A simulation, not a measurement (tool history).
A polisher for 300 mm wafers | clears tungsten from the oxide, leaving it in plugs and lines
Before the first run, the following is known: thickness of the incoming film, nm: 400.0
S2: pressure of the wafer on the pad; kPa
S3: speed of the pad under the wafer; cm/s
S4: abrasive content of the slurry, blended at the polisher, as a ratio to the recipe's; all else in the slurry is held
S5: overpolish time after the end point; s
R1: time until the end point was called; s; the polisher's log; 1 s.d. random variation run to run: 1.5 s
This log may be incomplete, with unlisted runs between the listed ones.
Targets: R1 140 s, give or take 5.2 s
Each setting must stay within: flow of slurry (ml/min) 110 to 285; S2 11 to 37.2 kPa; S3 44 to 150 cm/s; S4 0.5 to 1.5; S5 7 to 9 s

{"run": 1, "day": 0.0, "flow of slurry (ml/min)": 180, "S2": 24.1, "S3": 96, "S4": 1, "S5": 9, "R1": 109.13}
{"run": 2, "day": 0.15, "flow of slurry (ml/min)": 180, "S2": 29, "S3": 96, "S4": 1, "S5": 9, "R1": 91.79}
{"run": 3, "day": 0.208, "flow of slurry (ml/min)": 195, "S2": 29, "S3": 96, "S4": 1, "S5": 9, "R1": 90.591}
{"run": 4, "day": 0.325, "flow of slurry (ml/min)": 195, "S2": 26.2, "S3": 96, "S4": 1, "S5": 9, "R1": 99.906}
{"run": 5, "day": 0.388, "flow of slurry (ml/min)": 190, "S2": 24.1, "S3": 96, "S4": 1, "S5": 9, "R1": 106.93}
{"run": 6, "day": 0.529, "flow of slurry (ml/min)": 190, "S2": 21.4, "S3": 96, "S4": 1, "S5": 9, "R1": 123.15}
{"run": 7, "day": 0.638, "flow of slurry (ml/min)": 190, "S2": 20.7, "S3": 96, "S4": 1, "S5": 9, "R1": 124.51}
{"run": 8, "day": 0.679, "flow of slurry (ml/min)": 190, "S2": 20, "S3": 96, "S4": 1, "S5": 9, "R1": 130.83}

Pick the move, out of 4, that brings all results within their allowed miss; only one does.
{"run": "A", "day": 0.721, "flow of slurry (ml/min)": 215, "S2": 20, "S3": 92, "S4": 1.05, "S5": 9, "R1": "?"}
{"run": "B", "day": 0.721, "flow of slurry (ml/min)": 195, "S2": 19.3, "S3": 102, "S4": 1, "S5": 8, "R1": "?"}
{"run": "C", "day": 0.721, "flow of slurry (ml/min)": 190, "S2": 22.1, "S3": 100, "S4": 0.9, "S5": 7, "R1": "?"}
{"run": "D", "day": 0.721, "flow of slurry (ml/min)": 170, "S2": 23.4, "S3": 74, "S4": 0.85, "S5": 9, "R1": "?"}

move=A R1=127.98
move=B R1=127.12
move=C R1=117.3
move=D R1=138.75
A: lands further from the targets than the last run did
B: lands further from the targets than the last run did
C: lands further from the targets than the last run did
D: hits every target within its allowed miss
Move D is the one to make.
